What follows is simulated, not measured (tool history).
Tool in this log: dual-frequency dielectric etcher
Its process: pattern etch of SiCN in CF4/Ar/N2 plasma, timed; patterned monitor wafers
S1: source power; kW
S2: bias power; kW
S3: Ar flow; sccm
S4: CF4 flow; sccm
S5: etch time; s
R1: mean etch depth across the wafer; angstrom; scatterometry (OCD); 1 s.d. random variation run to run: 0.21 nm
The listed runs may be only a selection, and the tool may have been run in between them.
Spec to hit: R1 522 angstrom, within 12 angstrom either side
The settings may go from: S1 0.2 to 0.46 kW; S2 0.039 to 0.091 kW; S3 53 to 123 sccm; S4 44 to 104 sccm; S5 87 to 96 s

run    day    S1     S2   S3  S4  S5      R1
  1      0  0.33  0.065   88  74  96  621.93
  2  0.367  0.33  0.065   73  74  96  632.11
  3  0.696  0.32  0.065   73  74  96  625.44
  4  0.954  0.32  0.065   73  68  96   614.6
  5  1.029  0.32  0.065   87  68  96   603.8
  6    1.4  0.32  0.065  102  68  96  592.65
  7  1.517  0.32  0.065  102  68  96   590.8
  8  1.779  0.31  0.065  102  68  96  577.84
  9  1.812   0.3  0.065  102  68  96  572.24

Consider the 5 candidate settings below. Which is the only one whose results all fall within their allowed miss of target?
  A  1.846  0.28  0.068  104  70  90.5   ?
  B  1.846  0.33  0.058   90  70  89.5   ?
  C  1.846  0.24  0.063  109  81    92   ?
  D  1.846  0.29  0.059   86  55    87   ?
  E  1.846  0.38   0.08  116  61  90.5   ?

move      R1
   A  522.85
   B   550.9
   C  489.87
   D  475.24
   E     629
A: each result inside its tolerance
B: better than the last run, though not everything is in spec
C: pushes the last run's worst result past its target
D: pushes the last run's worst result past its target
E: lands further from the targets than the last run did
Correct choice: A, which meets every target
